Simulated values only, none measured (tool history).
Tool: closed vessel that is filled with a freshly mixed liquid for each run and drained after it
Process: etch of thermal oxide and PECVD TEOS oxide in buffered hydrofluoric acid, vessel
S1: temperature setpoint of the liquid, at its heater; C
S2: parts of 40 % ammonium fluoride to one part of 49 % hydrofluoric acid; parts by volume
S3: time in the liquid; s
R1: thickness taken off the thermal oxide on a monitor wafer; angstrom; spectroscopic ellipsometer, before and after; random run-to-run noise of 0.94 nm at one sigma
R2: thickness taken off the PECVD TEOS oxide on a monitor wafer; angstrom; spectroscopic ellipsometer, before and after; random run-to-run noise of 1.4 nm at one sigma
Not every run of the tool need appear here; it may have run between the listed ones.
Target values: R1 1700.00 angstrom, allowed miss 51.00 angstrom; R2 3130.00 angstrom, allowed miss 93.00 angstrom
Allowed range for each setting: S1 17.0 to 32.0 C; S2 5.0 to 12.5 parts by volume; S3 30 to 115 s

run,hour,S1,S2,S3,R1,R2
1,0.0,25.0,7.5,60,796.83,1466.40
2,7.2,25.0,8.5,60,700.14,1274.00
3,16.3,25.0,8.5,35,403.13,749.37
4,18.4,25.0,8.5,30,349.30,634.34
# hour 20.7: thermometer replaced
5,20.7,26.5,8.0,35,525.03,954.58
6,27.9,28.0,8.0,35,563.59,1042.20
7,29.2,32.0,5.5,65,1841.40,3370.30
8,36.9,31.5,5.5,65,1792.10,3311.10

Exactly one of the 4 candidate moves below puts every result within its allowed miss. Which one?
A,44.6,32.0,6.0,70,?,?
B,44.6,31.0,5.0,55,?,?
C,44.6,32.0,6.5,70,?,?
D,44.6,25.5,5.0,90,?,?

move,R1,R2
A,1838.20,3385.90
B,1599.40,2946.10
C,1715.50,3159.80
D,1957.00,3604.60
A: the biggest miss grows against the last run
B: the result that was furthest off in the last run now lies on the other side of its target
C: hits every target within its allowed miss
D: the biggest miss grows against the last run
C meets every target.
